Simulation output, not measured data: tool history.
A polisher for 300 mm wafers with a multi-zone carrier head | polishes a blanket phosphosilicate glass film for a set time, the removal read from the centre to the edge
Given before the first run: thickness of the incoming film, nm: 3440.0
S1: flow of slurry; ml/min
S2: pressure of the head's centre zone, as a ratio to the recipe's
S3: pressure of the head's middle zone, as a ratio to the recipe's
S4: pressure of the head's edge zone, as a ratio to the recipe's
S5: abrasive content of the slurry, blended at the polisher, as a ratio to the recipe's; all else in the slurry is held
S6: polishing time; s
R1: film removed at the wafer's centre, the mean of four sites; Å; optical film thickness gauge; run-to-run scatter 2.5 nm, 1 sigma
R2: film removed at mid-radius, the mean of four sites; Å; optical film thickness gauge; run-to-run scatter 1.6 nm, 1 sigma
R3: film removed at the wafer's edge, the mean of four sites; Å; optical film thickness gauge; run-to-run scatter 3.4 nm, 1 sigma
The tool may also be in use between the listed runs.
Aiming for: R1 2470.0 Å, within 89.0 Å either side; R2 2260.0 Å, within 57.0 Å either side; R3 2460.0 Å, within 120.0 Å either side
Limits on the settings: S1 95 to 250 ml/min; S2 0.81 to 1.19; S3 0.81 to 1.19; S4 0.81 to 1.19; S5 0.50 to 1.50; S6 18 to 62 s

run,hour,S1,S2,S3,S4,S5,S6,R1,R2,R3
1,0.0,160,1.00,1.00,1.00,1.00,40,2860.6,2939.7,2901.1
2,2.9,150,0.99,0.96,0.97,0.95,40,2721.6,2757.0,2734.3
3,4.3,150,0.99,0.96,0.93,0.95,40,2757.4,2763.0,2726.8
4,12.3,150,1.07,0.96,0.93,0.95,40,2962.3,2780.6,2769.4
5,18.0,150,1.07,0.96,0.93,1.05,40,3049.0,2920.4,2885.3
6,22.0,150,1.07,0.96,0.98,1.05,40,3130.0,2908.1,2930.4
7,28.5,145,1.05,0.93,0.97,1.00,40,2956.9,2733.0,2839.7
8,34.0,140,1.03,0.91,0.95,0.95,40,2820.4,2593.6,2777.3
9,42.3,140,1.03,0.91,0.95,0.95,40,2808.5,2601.5,2852.0
10,45.7,145,1.03,0.91,0.94,0.90,40,2704.9,2529.8,2687.4
11,47.9,150,1.03,0.90,0.92,0.90,40,2761.5,2534.9,2724.4
12,49.7,105,1.02,0.87,0.88,0.75,40,2275.2,2062.3,2263.7
13,56.1,115,1.02,0.87,0.89,0.75,40,2365.7,2130.9,2284.6
14,64.2,120,1.02,0.87,0.90,0.75,40,2381.0,2140.0,2381.2

4 candidate next runs follow, results not yet known. Just one meets every target within its allowed miss. Identify it.
A,72.3,170,0.97,0.85,0.90,0.70,42,?,?,?
B,72.3,95,1.11,0.82,0.86,0.80,40,?,?,?
C,72.3,130,1.10,0.92,0.82,0.75,39,?,?,?
D,72.3,155,1.04,0.81,1.02,0.85,35,?,?,?

move,R1,R2,R3
A,2490.7,2274.4,2469.8
B,2479.7,2000.6,2288.3
C,2525.7,2231.1,2227.5
D,2404.1,1996.3,2374.3
A: each result inside its tolerance
B: its largest miss is bigger than the last run's
C: brings the result that was furthest off to its target, and leaves another outside
D: its largest miss is bigger than the last run's
Answer: A
